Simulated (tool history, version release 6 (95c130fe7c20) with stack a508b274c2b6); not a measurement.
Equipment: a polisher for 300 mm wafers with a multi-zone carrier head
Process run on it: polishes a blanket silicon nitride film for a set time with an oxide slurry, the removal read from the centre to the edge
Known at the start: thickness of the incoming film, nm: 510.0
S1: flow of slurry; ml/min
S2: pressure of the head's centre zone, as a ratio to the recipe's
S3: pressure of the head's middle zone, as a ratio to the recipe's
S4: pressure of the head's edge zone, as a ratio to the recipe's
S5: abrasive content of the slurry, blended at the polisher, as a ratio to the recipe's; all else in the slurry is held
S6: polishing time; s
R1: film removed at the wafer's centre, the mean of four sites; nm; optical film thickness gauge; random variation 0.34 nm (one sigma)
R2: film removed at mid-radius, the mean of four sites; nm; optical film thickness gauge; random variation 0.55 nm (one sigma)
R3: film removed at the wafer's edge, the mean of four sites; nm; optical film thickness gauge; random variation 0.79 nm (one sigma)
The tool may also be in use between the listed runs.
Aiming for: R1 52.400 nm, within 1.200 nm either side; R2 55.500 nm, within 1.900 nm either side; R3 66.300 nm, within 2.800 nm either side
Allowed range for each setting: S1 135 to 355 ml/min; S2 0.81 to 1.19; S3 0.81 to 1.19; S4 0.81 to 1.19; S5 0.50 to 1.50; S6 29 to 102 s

| run | hour | S1 | S2 | S3 | S4 | S5 | S6 | R1 | R2 | R3 |
|---|---|---|---|---|---|---|---|---|---|---|
| 1 | 0.0 | 225 | 1.00 | 1.00 | 1.00 | 1.00 | 65 | 44.425 | 44.994 | 46.741 |
| 2 | 0.6 | 225 | 0.95 | 1.00 | 1.00 | 1.00 | 65 | 42.282 | 44.711 | 45.432 |
| 3 | 6.8 | 225 | 0.95 | 1.00 | 1.08 | 1.00 | 65 | 42.306 | 45.114 | 47.966 |
| 4 | 13.1 | 255 | 0.95 | 1.00 | 1.08 | 1.00 | 65 | 42.806 | 45.451 | 48.119 |
| 5 | 15.0 | 290 | 0.95 | 1.00 | 1.08 | 1.00 | 65 | 42.735 | 45.155 | 47.822 |
| 6 | 19.9 | 290 | 0.95 | 0.94 | 1.08 | 1.00 | 65 | 42.877 | 43.007 | 48.589 |
| 7 | 26.9 | 285 | 0.93 | 0.94 | 1.11 | 1.15 | 66 | 45.934 | 47.518 | 51.631 |
| 8 | 32.6 | 285 | 0.93 | 0.94 | 1.11 | 1.15 | 66 | 45.877 | 47.776 | 53.212 |
| 9 | 38.0 | 280 | 0.91 | 0.91 | 1.13 | 1.25 | 67 | 46.830 | 48.837 | 55.613 |
| 10 | 46.2 | 260 | 0.90 | 0.90 | 1.14 | 1.35 | 69 | 49.048 | 51.899 | 60.351 |
| 11 | 51.2 | 255 | 0.90 | 0.90 | 1.15 | 1.40 | 69 | 49.640 | 51.416 | 61.418 |
| 12 | 53.8 | 260 | 0.90 | 0.91 | 1.16 | 1.45 | 69 | 50.564 | 52.376 | 63.521 |
| 13 | 57.6 | 270 | 0.90 | 0.93 | 1.16 | 1.45 | 69 | 50.636 | 54.361 | 63.026 |
| 14 | 65.4 | 270 | 0.90 | 0.93 | 1.17 | 1.45 | 69 | 50.315 | 52.815 | 62.168 |
| 15 | 74.3 | 270 | 0.89 | 0.92 | 1.17 | 1.45 | 70 | 50.670 | 54.126 | 64.083 |
| 16 | 82.5 | 275 | 0.89 | 0.92 | 1.17 | 1.45 | 70 | 50.872 | 53.520 | 64.109 |
| 17 | 88.6 | 275 | 0.89 | 0.93 | 1.17 | 1.45 | 70 | 50.855 | 55.252 | 62.585 |
| 18 | 97.4 | 270 | 0.89 | 0.92 | 1.17 | 1.45 | 70 | 50.401 | 54.799 | 62.398 |

Below are 4 possible settings for the next run. Only one of them brings all results inside the allowed miss of their targets. Which is it?
| A | 106.2 | 295 | 0.93 | 0.95 | 1.14 | 1.20 | 74 | ? | ? | ? |
| B | 106.2 | 275 | 0.93 | 0.95 | 1.11 | 1.30 | 73 | ? | ? | ? |
| C | 106.2 | 230 | 0.87 | 0.87 | 1.15 | 1.35 | 77 | ? | ? | ? |
| D | 106.2 | 325 | 0.90 | 1.06 | 1.15 | 1.25 | 68 | ? | ? | ? |

| move | R1 | R2 | R3 |
|---|---|---|---|
| A | 52.666 | 53.498 | 61.027 |
| B | 53.460 | 54.338 | 61.219 |
| C | 52.719 | 54.047 | 66.161 |
| D | 48.058 | 54.491 | 57.572 |
A: corrects the largest miss of the last run, while another result sits out of spec
B: corrects the largest miss of the last run, while another result sits out of spec
C: each result inside its tolerance
D: lands further from the targets than the last run did
So the answer is move C, the one that meets all the targets.
